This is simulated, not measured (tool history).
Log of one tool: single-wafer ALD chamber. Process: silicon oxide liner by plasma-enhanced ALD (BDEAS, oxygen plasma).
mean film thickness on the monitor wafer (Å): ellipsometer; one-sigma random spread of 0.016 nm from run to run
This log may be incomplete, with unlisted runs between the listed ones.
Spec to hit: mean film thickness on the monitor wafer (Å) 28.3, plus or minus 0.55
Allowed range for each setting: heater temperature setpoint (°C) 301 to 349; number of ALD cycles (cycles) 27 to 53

| run | hour | heater temperature setpoint (°C) | number of ALD cycles (cycles) | mean film thickness on the monitor wafer (Å) |
|---|---|---|---|---|
| 1 | 0 | 325 | 40 | 38.662 |
| 2 | 7.8 | 327 | 36 | 34.872 |
| 3 | 13.9 | 328 | 33 | 31.767 |
| 4 | 14.9 | 333 | 33 | 31.719 |
| 5 | 18.8 | 333 | 32 | 30.64 |
| 6 | 23 | 328 | 32 | 30.819 |
| 7 | 29.1 | 328 | 31 | 30.08 |
| 8 | 29.7 | 328 | 30 | 29.117 |

Exercise: of the 4 proposed moves below, exactly one satisfies all targets within the stated allowed misses. Which move is it?
| A | 30.3 | 337 | 31 | ? |
| B | 30.3 | 328 | 29 | ? |
| C | 30.3 | 328 | 31 | ? |
| D | 30.3 | 345 | 31 | ? |

| move | mean film thickness on the monitor wafer (Å) |
|---|---|
| A | 29.711 |
| B | 28.148 |
| C | 30.089 |
| D | 29.375 |
A: lands further from the targets than the last run did
B: meets every target
C: lands further from the targets than the last run did
D: lands further from the targets than the last run did
Answer: B
